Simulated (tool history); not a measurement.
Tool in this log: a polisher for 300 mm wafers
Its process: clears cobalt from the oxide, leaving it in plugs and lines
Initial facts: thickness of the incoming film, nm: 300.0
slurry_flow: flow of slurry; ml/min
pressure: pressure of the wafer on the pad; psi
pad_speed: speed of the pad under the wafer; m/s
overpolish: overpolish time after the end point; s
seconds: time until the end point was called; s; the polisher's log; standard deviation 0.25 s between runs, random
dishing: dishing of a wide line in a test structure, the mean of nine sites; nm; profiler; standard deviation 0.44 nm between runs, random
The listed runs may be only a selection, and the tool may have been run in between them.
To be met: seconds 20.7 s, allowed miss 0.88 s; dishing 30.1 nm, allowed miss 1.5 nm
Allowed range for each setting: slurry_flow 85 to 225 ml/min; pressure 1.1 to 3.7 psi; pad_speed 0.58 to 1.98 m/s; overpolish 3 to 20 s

| run | hour | slurry_flow | pressure | pad_speed | overpolish | seconds | dishing |
|---|---|---|---|---|---|---|---|
| 1 | 0 | 145 | 2.4 | 1.28 | 10 | 31.206 | 45.944 |
| 2 | 9 | 145 | 2.4 | 1.28 | 9 | 31.228 | 43.978 |
| 3 | 10.5 | 145 | 2.9 | 1.28 | 9 | 26.165 | 47.286 |
| 4 | 19.1 | 145 | 2.9 | 1.36 | 7 | 24.243 | 44.716 |
| 5 | 26.4 | 135 | 2.8 | 1.46 | 6 | 23.944 | 41.152 |
| 6 | 28.9 | 135 | 2.5 | 1.46 | 6 | 26.099 | 38.596 |
| 7 | 33.1 | 175 | 1.9 | 1.82 | 3 | 26.656 | 24.588 |
| 8 | 41.1 | 165 | 2.5 | 1.86 | 4 | 20.394 | 35.749 |
| 9 | 45.9 | 180 | 2.4 | 1.88 | 4 | 20.457 | 35.046 |
| 10 | 52.5 | 190 | 2.3 | 1.92 | 4 | 21.375 | 35.397 |
| 11 | 59.2 | 180 | 2.3 | 1.94 | 4 | 20.866 | 35.116 |

Exercise: of the 4 proposed moves below, exactly one satisfies all targets within the stated allowed misses. Which move is it?
| A | 65.9 | 185 | 2.6 | 1.74 | 3 | ? | ? |
| B | 65.9 | 215 | 2.4 | 1.74 | 4 | ? | ? |
| C | 65.9 | 170 | 2.2 | 1.8 | 4 | ? | ? |
| D | 65.9 | 175 | 2.1 | 1.9 | 4 | ? | ? |

| move | seconds | dishing |
|---|---|---|
| A | 20.935 | 30.022 |
| B | 22.292 | 34.559 |
| C | 24.021 | 33.046 |
| D | 23.76 | 33.267 |
A: meets every target
B: gains on the last run, yet a result remains outside its allowed miss
C: misses by more than the last run did
D: roughly where the last run was
A meets every target.
